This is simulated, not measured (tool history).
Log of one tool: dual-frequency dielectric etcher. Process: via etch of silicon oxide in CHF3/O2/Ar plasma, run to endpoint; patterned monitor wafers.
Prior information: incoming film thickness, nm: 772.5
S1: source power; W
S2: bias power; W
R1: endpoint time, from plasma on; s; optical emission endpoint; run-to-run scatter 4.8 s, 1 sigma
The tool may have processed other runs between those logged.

run  hour   S1   S2      R1
  1   0.0  560  138  496.65
  2   8.0  600  138  492.37
  3   9.4  600  153  476.05
  4  15.9  540  141  513.62
  5  20.8  510  138  533.48
  6  29.1  510  161  504.34
  7  33.0  470  158  525.95

For run 8, what comes out?
  8  40.8  440  156   ?

For run 8 the tool returned R1 548.81 s.
